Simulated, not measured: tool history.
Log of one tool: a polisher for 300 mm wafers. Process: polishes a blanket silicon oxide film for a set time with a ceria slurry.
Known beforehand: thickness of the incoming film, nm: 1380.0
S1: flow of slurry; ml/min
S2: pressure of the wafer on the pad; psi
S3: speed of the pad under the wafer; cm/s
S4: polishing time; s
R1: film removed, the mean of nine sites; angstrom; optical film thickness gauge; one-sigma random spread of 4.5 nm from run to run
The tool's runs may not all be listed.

run  hour   S1   S2   S3  S4      R1
  1     0  265  3.8  120  37  2254.4
  2   7.4  205  3.8  120  37  2164.1
  3  10.8  205  3.8  120  37  2166.9
  4  17.7  160  3.8  120  37  2025.5
  5  24.1  160  3.8  142  37  2276.3
  6  26.6  215  3.8  142  37  2539.3
  7  34.3  225  3.9  142  37  2449.5
  8  36.5  230  4.1  144  37  2696.4
  9  40.2  235  4.2  144  37  2769.1
 10  43.1  240  4.3  144  37    2827

Predict the results of run 11:
 11  51.1  245  4.3  144  37   ?

{"run 11": {"R1": 2845.8}}
